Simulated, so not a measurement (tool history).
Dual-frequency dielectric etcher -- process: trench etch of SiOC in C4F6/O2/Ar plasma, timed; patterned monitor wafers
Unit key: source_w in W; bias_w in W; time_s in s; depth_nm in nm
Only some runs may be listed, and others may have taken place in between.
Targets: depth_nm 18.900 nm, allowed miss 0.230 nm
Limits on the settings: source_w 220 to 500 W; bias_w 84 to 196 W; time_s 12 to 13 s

run 1 day=0.000 | source_w=360 bias_w=140 time_s=13 | depth_nm=23.574
run 2 day=0.217 | source_w=360 bias_w=124 time_s=13 | depth_nm=22.716
run 3 day=0.300 | source_w=360 bias_w=134 time_s=13 | depth_nm=23.224
run 4 day=0.533 | source_w=360 bias_w=134 time_s=13 | depth_nm=23.175
run 5 day=0.750 | source_w=350 bias_w=131 time_s=13 | depth_nm=22.840
run 6 day=0.967 | source_w=350 bias_w=131 time_s=12 | depth_nm=21.024
run 7 day=1.071 | source_w=340 bias_w=131 time_s=12 | depth_nm=20.787
run 8 day=1.338 | source_w=340 bias_w=131 time_s=12 | depth_nm=20.743
run 9 day=1.442 | source_w=310 bias_w=130 time_s=12 | depth_nm=20.090
run 10 day=1.538 | source_w=280 bias_w=129 time_s=12 | depth_nm=19.411

Exactly one of the 4 candidate moves below puts every result within its allowed miss. Which one?
run A day=1.633 | source_w=280 bias_w=136 time_s=12 | depth_nm=?
run B day=1.633 | source_w=270 bias_w=124 time_s=12 | depth_nm=?
run C day=1.633 | source_w=310 bias_w=117 time_s=12 | depth_nm=?
run D day=1.633 | source_w=310 bias_w=119 time_s=12 | depth_nm=?

move=A depth_nm=19.554
move=B depth_nm=18.792
move=C depth_nm=19.404
move=D depth_nm=19.498
A: its largest miss is bigger than the last run's
B: in spec on every target
C: no better and no worse than the last run
D: its largest miss is bigger than the last run's
The move that meets every target is B.
